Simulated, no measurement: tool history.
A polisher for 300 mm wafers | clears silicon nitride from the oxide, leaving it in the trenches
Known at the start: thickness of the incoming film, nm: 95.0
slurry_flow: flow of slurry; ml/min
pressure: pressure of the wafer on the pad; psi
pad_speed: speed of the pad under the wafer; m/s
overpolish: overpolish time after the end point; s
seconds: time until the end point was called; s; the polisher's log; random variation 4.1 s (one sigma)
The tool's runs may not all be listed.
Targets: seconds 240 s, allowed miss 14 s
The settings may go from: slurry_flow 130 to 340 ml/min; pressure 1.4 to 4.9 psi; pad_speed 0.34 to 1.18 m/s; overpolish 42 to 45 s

Run 1, day 0: slurry_flow 220 ml/min, pressure 3.1 psi, pad_speed 0.76 m/s, overpolish 42 s. Result: seconds 149.83 s.
Run 2, day 0.083: slurry_flow 255 ml/min, pressure 3.1 psi, pad_speed 0.76 m/s, overpolish 42 s. Result: seconds 150.45 s.
Run 3, day 0.221: slurry_flow 255 ml/min, pressure 3.1 psi, pad_speed 0.92 m/s, overpolish 42 s. Result: seconds 129.26 s.
Run 4, day 0.467: slurry_flow 225 ml/min, pressure 3.1 psi, pad_speed 0.92 m/s, overpolish 42 s. Result: seconds 131.57 s.
Run 5, day 0.75: slurry_flow 190 ml/min, pressure 3.1 psi, pad_speed 0.92 m/s, overpolish 42 s. Result: seconds 133.99 s.
Run 6, day 0.846: slurry_flow 190 ml/min, pressure 2.6 psi, pad_speed 0.9 m/s, overpolish 42 s. Result: seconds 159.46 s.
Run 7, day 0.9: slurry_flow 190 ml/min, pressure 2.2 psi, pad_speed 0.88 m/s, overpolish 42 s. Result: seconds 188.97 s.
Run 8, day 1.062: slurry_flow 190 ml/min, pressure 1.5 psi, pad_speed 0.86 m/s, overpolish 42 s. Result: seconds 255.28 s.

4 next moves are on the table. One of them brings every result within its allowed miss. Which?
Run A, day 1.225: slurry_flow 200 ml/min, pressure 2.2 psi, pad_speed 0.62 m/s, overpolish 44 s. Result: seconds ?.
Run B, day 1.225: slurry_flow 200 ml/min, pressure 2.2 psi, pad_speed 0.52 m/s, overpolish 42 s. Result: seconds ?.
Run C, day 1.225: slurry_flow 200 ml/min, pressure 1.4 psi, pad_speed 0.82 m/s, overpolish 43 s. Result: seconds ?.
Run D, day 1.225: slurry_flow 200 ml/min, pressure 1.6 psi, pad_speed 0.72 m/s, overpolish 42 s. Result: seconds ?.

move  seconds
   A    242.1
   B   272.05
   C   284.14
   D   281.87
A: meets every target
B: further off than the last run
C: further off than the last run
D: further off than the last run
The right move is A.

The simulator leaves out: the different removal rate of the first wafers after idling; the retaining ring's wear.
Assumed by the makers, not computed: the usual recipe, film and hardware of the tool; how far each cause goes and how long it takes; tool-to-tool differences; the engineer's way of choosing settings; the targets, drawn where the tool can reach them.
